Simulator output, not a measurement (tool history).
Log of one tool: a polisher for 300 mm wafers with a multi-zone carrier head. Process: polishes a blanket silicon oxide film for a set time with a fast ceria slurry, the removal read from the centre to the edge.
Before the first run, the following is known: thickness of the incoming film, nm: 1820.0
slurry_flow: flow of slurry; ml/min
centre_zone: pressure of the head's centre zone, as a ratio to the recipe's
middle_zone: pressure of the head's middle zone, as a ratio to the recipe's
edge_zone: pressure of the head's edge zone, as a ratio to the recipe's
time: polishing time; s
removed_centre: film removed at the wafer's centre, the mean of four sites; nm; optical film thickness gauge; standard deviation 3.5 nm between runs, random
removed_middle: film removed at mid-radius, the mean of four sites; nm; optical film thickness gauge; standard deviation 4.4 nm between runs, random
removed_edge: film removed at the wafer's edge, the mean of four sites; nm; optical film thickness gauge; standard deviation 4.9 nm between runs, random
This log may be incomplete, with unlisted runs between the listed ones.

| run | hour | slurry_flow | centre_zone | middle_zone | edge_zone | time | removed_centre | removed_middle | removed_edge |
|---|---|---|---|---|---|---|---|---|---|
| 1 | 0 | 120 | 1 | 1 | 1 | 32 | 400.57 | 400.66 | 405.19 |
| 2 | 3.4 | 120 | 1 | 1 | 1 | 26 | 325.28 | 333 | 327.02 |
| 3 | 5.4 | 130 | 0.98 | 1.05 | 1.04 | 28 | 347.43 | 371.43 | 354.09 |
| 4 | 9 | 120 | 0.98 | 1.05 | 1.04 | 28 | 344.42 | 373.64 | 357.29 |
| 5 | 12.6 | 120 | 0.98 | 1.13 | 1.04 | 28 | 345.14 | 395.08 | 361.17 |
| 6 | 13.9 | 120 | 0.98 | 1.13 | 1.04 | 22 | 268.54 | 309.05 | 275.22 |
| 7 | 16.8 | 125 | 0.97 | 1.15 | 1.06 | 26 | 314.8 | 378.13 | 334.73 |

Estimate the outcome of run 8 from the log above:
| 8 | 20.7 | 155 | 0.99 | 1.19 | 1.16 | 31 | ? | ? | ? |

removed_centre: 406.31 nm
removed_middle: 476.83 nm
removed_edge: 428.91 nm
